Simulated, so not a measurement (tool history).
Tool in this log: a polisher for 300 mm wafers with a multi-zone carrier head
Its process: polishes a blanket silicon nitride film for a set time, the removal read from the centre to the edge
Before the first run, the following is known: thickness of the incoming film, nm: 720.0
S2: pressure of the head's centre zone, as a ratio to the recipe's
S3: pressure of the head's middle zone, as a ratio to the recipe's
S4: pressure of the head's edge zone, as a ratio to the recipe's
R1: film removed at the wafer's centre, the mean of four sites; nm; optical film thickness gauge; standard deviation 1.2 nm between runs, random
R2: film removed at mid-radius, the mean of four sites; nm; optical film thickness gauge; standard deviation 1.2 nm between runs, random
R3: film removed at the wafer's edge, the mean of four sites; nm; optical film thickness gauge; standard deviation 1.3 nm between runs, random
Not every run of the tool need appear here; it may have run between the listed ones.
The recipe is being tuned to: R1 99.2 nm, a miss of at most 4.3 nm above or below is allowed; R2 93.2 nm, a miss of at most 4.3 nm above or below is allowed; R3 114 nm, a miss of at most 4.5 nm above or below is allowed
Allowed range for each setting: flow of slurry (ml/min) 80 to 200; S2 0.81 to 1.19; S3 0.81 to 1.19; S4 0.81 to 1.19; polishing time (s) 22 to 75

Run 1, hour 0: flow of slurry (ml/min) 130, S2 1, S3 1, S4 1, polishing time (s) 48. Result: R1 145.11 nm, R2 139.32 nm, R3 141.33 nm.
Run 2, hour 4.8: flow of slurry (ml/min) 130, S2 1, S3 1, S4 1, polishing time (s) 57. Result: R1 169.02 nm, R2 169.42 nm, R3 167.11 nm.
Run 3, hour 11.3: flow of slurry (ml/min) 120, S2 0.96, S3 0.95, S4 1, polishing time (s) 51. Result: R1 145.05 nm, R2 135.17 nm, R3 146.22 nm.
Run 4, hour 16.2: flow of slurry (ml/min) 110, S2 0.92, S3 0.94, S4 1, polishing time (s) 48. Result: R1 128.22 nm, R2 126.76 nm, R3 139.44 nm.
Run 5, hour 24.2: flow of slurry (ml/min) 85, S2 0.92, S3 0.94, S4 1, polishing time (s) 48. Result: R1 118.42 nm, R2 116.73 nm, R3 128.49 nm.
Run 6, hour 25.4: flow of slurry (ml/min) 85, S2 0.92, S3 0.94, S4 1, polishing time (s) 56. Result: R1 135.45 nm, R2 131.99 nm, R3 149.81 nm.
Run 7, hour 31.5: flow of slurry (ml/min) 85, S2 0.92, S3 0.94, S4 1, polishing time (s) 56. Result: R1 136.72 nm, R2 133.79 nm, R3 150.59 nm.
Run 8, hour 36.9: flow of slurry (ml/min) 85, S2 0.92, S3 0.94, S4 1, polishing time (s) 56. Result: R1 134.57 nm, R2 136.54 nm, R3 154 nm.
Run 9, hour 45.6: flow of slurry (ml/min) 85, S2 0.9, S3 0.91, S4 0.99, polishing time (s) 52. Result: R1 121.74 nm, R2 124.71 nm, R3 142.21 nm.
Run 10, hour 47.5: flow of slurry (ml/min) 80, S2 0.94, S3 0.82, S4 1.01, polishing time (s) 39. Result: R1 92.975 nm, R2 84.839 nm, R3 103.81 nm.
Run 11, hour 50.6: flow of slurry (ml/min) 85, S2 0.93, S3 0.82, S4 1.02, polishing time (s) 39. Result: R1 94.865 nm, R2 83.731 nm, R3 105.37 nm.
Run 12, hour 58.9: flow of slurry (ml/min) 90, S2 0.91, S3 0.83, S4 1.02, polishing time (s) 39. Result: R1 96.646 nm, R2 85.129 nm, R3 108.25 nm.
Run 13, hour 61.2: flow of slurry (ml/min) 95, S2 0.89, S3 0.85, S4 1.01, polishing time (s) 39. Result: R1 95.938 nm, R2 91.267 nm, R3 110.41 nm.

Exercise: of the 4 proposed moves below, exactly one satisfies all targets within the stated allowed misses. Which move is it?
Run A, hour 63.5: flow of slurry (ml/min) 80, S2 0.81, S3 0.84, S4 0.88, polishing time (s) 42. Result: R1 ?, R2 ?, R3 ?.
Run B, hour 63.5: flow of slurry (ml/min) 115, S2 0.93, S3 0.93, S4 0.95, polishing time (s) 36. Result: R1 ?, R2 ?, R3 ?.
Run C, hour 63.5: flow of slurry (ml/min) 105, S2 0.81, S3 0.93, S4 1.03, polishing time (s) 38. Result: R1 ?, R2 ?, R3 ?.
Run D, hour 63.5: flow of slurry (ml/min) 100, S2 0.86, S3 0.82, S4 1.02, polishing time (s) 40. Result: R1 ?, R2 ?, R3 ?.

move      R1      R2      R3
   A  90.444  92.235  105.31
   B  98.483  96.836  101.11
   C  91.291  99.676  109.03
   D  98.568  93.163  113.26
A: moves away from the targets compared with the last run
B: moves away from the targets compared with the last run
C: moves away from the targets compared with the last run
D: all results land within tolerance of their targets
The move that meets every target is D.
